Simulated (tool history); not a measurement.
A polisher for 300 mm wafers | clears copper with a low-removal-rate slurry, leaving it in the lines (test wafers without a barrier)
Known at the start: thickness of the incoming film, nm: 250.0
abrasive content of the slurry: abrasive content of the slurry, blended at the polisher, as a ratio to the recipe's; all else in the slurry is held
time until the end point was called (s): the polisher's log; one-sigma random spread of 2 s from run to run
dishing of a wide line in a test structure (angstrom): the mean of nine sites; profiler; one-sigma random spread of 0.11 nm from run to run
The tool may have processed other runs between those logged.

| run | hour | flow of slurry (ml/min) | pressure of the wafer on the pad (psi) | speed of the pad under the wafer (cm/s) | abrasive content of the slurry | overpolish time after the end point (s) | time until the end point was called (s) | dishing of a wide line in a test structure (angstrom) |
|---|---|---|---|---|---|---|---|---|
| 1 | 0.0 | 205 | 3.3 | 84 | 1.00 | 15 | 89.009 | 291.970 |
| 2 | 3.3 | 205 | 3.3 | 102 | 1.00 | 15 | 75.621 | 331.670 |
| 3 | 6.7 | 190 | 2.9 | 102 | 0.90 | 12 | 84.909 | 239.520 |
| 4 | 15.4 | 175 | 2.6 | 102 | 0.80 | 10 | 98.086 | 187.960 |
| 5 | 17.5 | 175 | 2.6 | 102 | 0.80 | 16 | 97.487 | 274.100 |
| 6 | 18.9 | 175 | 2.6 | 90 | 0.80 | 16 | 110.630 | 254.510 |
| 7 | 23.0 | 165 | 2.3 | 94 | 0.75 | 13 | 117.060 | 194.180 |
| 8 | 27.4 | 155 | 2.1 | 98 | 0.70 | 11 | 125.050 | 165.330 |
| 9 | 29.3 | 195 | 2.0 | 98 | 0.65 | 9 | 127.700 | 131.210 |
| 10 | 36.2 | 250 | 1.5 | 116 | 0.50 | 4 | 142.860 | 52.803 |
| 11 | 38.1 | 250 | 1.5 | 116 | 0.50 | 4 | 146.410 | 53.924 |
| 12 | 46.6 | 245 | 1.6 | 120 | 0.50 | 4 | 133.020 | 56.373 |
| 13 | 55.5 | 245 | 2.4 | 120 | 0.50 | 6 | 105.390 | 109.160 |
| 14 | 61.8 | 260 | 2.3 | 122 | 0.50 | 6 | 105.150 | 109.730 |
| 15 | 67.2 | 260 | 2.2 | 124 | 0.55 | 6 | 103.220 | 112.040 |
| 16 | 75.5 | 235 | 2.1 | 126 | 0.55 | 6 | 102.810 | 108.010 |
| 17 | 79.8 | 250 | 2.0 | 128 | 0.55 | 6 | 106.050 | 108.020 |
| 18 | 88.0 | 265 | 2.0 | 128 | 0.55 | 6 | 105.940 | 107.910 |
| 19 | 93.7 | 235 | 1.9 | 128 | 0.55 | 6 | 105.510 | 99.987 |
| 20 | 102.0 | 220 | 1.8 | 128 | 0.55 | 6 | 119.250 | 99.236 |
| 21 | 108.1 | 275 | 1.7 | 110 | 0.55 | 4 | 132.950 | 59.035 |

Run 22 has not been measured yet. What should we expect?
| 22 | 114.6 | 285 | 1.8 | 112 | 0.55 | 4 | ? | ? |

{"run 22": {"time until the end point was called (s)": 126.7, "dishing of a wide line in a test structure (angstrom)": 60.586}}

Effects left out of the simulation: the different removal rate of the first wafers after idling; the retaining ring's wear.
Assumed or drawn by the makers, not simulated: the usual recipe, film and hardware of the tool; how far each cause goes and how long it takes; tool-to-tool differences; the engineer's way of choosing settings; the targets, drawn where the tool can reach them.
